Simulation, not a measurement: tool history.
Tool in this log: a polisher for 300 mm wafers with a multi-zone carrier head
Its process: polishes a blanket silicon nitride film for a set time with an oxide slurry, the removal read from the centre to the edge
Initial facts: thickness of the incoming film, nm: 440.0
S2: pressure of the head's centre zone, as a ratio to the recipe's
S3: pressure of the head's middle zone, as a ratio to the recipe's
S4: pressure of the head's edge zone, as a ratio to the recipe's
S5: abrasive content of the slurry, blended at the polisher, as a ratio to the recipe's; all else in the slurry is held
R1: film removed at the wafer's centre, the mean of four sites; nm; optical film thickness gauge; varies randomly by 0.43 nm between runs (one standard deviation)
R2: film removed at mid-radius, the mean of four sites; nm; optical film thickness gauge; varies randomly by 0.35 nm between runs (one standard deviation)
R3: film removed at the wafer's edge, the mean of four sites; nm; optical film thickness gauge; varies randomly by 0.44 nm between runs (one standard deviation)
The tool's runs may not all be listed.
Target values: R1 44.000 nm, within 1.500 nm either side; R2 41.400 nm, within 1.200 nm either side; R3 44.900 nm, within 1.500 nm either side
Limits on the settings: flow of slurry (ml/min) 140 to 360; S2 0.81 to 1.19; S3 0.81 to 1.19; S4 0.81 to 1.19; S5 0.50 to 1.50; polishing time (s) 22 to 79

Run 1, hour 0.0: flow of slurry (ml/min) 230, S2 1.00, S3 1.00, S4 1.00, S5 1.00, polishing time (s) 50. Result: R1 28.598 nm, R2 29.460 nm, R3 29.307 nm.
Run 2, hour 2.7: flow of slurry (ml/min) 235, S2 1.02, S3 1.00, S4 1.04, S5 1.15, polishing time (s) 51. Result: R1 30.902 nm, R2 31.236 nm, R3 31.659 nm.
Run 3, hour 3.3: flow of slurry (ml/min) 235, S2 1.08, S3 1.00, S4 1.04, S5 1.15, polishing time (s) 51. Result: R1 32.763 nm, R2 31.854 nm, R3 31.945 nm.
Run 4, hour 11.0: flow of slurry (ml/min) 240, S2 1.09, S3 0.99, S4 1.07, S5 1.25, polishing time (s) 53. Result: R1 35.378 nm, R2 33.572 nm, R3 34.654 nm.
Run 5, hour 15.6: flow of slurry (ml/min) 240, S2 1.09, S3 0.99, S4 1.10, S5 1.30, polishing time (s) 55. Result: R1 38.022 nm, R2 35.284 nm, R3 36.654 nm.
Run 6, hour 19.2: flow of slurry (ml/min) 245, S2 1.07, S3 0.99, S4 1.12, S5 1.35, polishing time (s) 57. Result: R1 38.406 nm, R2 36.989 nm, R3 38.846 nm.
Run 7, hour 24.1: flow of slurry (ml/min) 250, S2 1.07, S3 0.99, S4 1.13, S5 1.40, polishing time (s) 58. Result: R1 39.290 nm, R2 37.987 nm, R3 40.189 nm.
Run 8, hour 26.9: flow of slurry (ml/min) 250, S2 1.08, S3 0.99, S4 1.14, S5 1.45, polishing time (s) 59. Result: R1 41.563 nm, R2 39.279 nm, R3 41.121 nm.
Run 9, hour 31.7: flow of slurry (ml/min) 255, S2 1.08, S3 0.99, S4 1.15, S5 1.45, polishing time (s) 60. Result: R1 42.562 nm, R2 40.002 nm, R3 41.689 nm.
Run 10, hour 37.6: flow of slurry (ml/min) 245, S2 1.07, S3 0.98, S4 1.16, S5 1.45, polishing time (s) 61. Result: R1 42.098 nm, R2 39.962 nm, R3 43.109 nm.

Of the 4 settings listed for the next run, only one would bring every result within its allowed miss of target. Which one?
Run A, hour 43.5: flow of slurry (ml/min) 245, S2 1.17, S3 0.90, S4 1.17, S5 1.50, polishing time (s) 62. Result: R1 ?, R2 ?, R3 ?.
Run B, hour 43.5: flow of slurry (ml/min) 250, S2 1.19, S3 0.97, S4 1.18, S5 1.50, polishing time (s) 62. Result: R1 ?, R2 ?, R3 ?.
Run C, hour 43.5: flow of slurry (ml/min) 270, S2 1.13, S3 0.96, S4 1.09, S5 1.50, polishing time (s) 59. Result: R1 ?, R2 ?, R3 ?.
Run D, hour 43.5: flow of slurry (ml/min) 195, S2 1.08, S3 0.96, S4 1.12, S5 1.30, polishing time (s) 68. Result: R1 ?, R2 ?, R3 ?.

move      R1      R2      R3
   A  47.537  38.654  44.989
   B  48.486  41.045  45.218
   C  44.160  39.052  41.551
   D  44.781  41.616  45.276
A: takes the result that was furthest off past its target
B: takes the result that was furthest off past its target
C: corrects the largest miss of the last run, while another result sits out of spec
D: every result within its allowed miss
Go with D: it meets all targets.
